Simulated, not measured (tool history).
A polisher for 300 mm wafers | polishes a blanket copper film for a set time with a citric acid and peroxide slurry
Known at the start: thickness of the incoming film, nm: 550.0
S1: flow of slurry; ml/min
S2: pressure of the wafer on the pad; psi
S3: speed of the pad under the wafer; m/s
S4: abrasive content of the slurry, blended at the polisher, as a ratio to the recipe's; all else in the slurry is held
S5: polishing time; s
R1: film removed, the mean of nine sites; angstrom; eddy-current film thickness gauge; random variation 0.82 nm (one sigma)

Run 1, hour 0: S1 220 ml/min, S2 3.3 psi, S3 1.1 m/s, S4 1, S5 40 s. Result: R1 935.84 angstrom.
Run 2, hour 6.9: S1 220 ml/min, S2 3.3 psi, S3 1.1 m/s, S4 1.1, S5 40 s. Result: R1 929.42 angstrom.
Run 3, hour 12: S1 195 ml/min, S2 3.3 psi, S3 1.1 m/s, S4 1.1, S5 40 s. Result: R1 916.61 angstrom.
Run 4, hour 18.6: S1 195 ml/min, S2 3.2 psi, S3 1.1 m/s, S4 1.1, S5 40 s. Result: R1 914.28 angstrom.
Run 5, hour 27.5: S1 195 ml/min, S2 3.7 psi, S3 1.1 m/s, S4 1.1, S5 40 s. Result: R1 1058.6 angstrom.
At hour 31.6: slurry blender recalibrated.
Run 6, hour 31.6: S1 195 ml/min, S2 3.7 psi, S3 1.26 m/s, S4 1.1, S5 40 s. Result: R1 1250.4 angstrom.

The next listed run, before its measurement:
Run 7, hour 32.4: S1 195 ml/min, S2 3.5 psi, S3 1.26 m/s, S4 1.1, S5 40 s. Result: R1 ?.

R1: 1177.7 angstrom
